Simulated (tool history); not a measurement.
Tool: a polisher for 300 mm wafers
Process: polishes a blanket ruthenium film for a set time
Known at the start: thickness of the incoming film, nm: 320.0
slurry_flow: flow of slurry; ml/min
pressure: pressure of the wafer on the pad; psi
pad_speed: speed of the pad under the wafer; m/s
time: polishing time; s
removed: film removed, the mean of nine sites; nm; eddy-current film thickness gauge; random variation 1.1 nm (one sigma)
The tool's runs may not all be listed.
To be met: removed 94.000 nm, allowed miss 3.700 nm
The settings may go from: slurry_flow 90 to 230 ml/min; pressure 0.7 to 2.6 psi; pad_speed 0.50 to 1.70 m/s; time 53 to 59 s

run	hour	slurry_flow	pressure	pad_speed	time	removed
1	0.0	150	1.6	1.10	59	49.248
2	8.8	150	1.7	1.10	59	53.645
3	15.7	150	1.8	1.10	59	55.703
4	24.0	150	1.8	1.10	53	49.680
5	25.9	150	1.9	1.12	53	52.981
6	32.0	180	1.9	1.12	53	55.160
7	39.1	180	2.0	1.14	53	58.821
8	45.7	180	2.0	1.14	53	59.206
9	51.6	180	2.1	1.16	53	62.969
10	53.9	180	2.2	1.18	53	66.527
11	56.5	180	2.2	1.20	53	68.157
12	61.6	180	2.2	1.22	53	70.353
13	67.0	180	2.2	1.24	53	71.841
14	70.3	180	2.4	1.28	53	78.968
15	73.3	185	2.5	1.34	53	85.156

5 next moves are on the table. One of them brings every result within its allowed miss. Which?
A	76.3	200	2.5	1.28	55	?
B	76.3	225	2.5	1.24	56	?
C	76.3	200	2.5	1.24	57	?
D	76.3	170	2.5	1.32	55	?
E	76.3	200	2.6	1.24	59	?

move	removed
A	84.760
B	84.814
C	85.168
D	85.554
E	91.614
A: as far off as the last run
B: as far off as the last run
C: as far off as the last run
D: as far off as the last run
E: meets every target
Move E is the one to make.
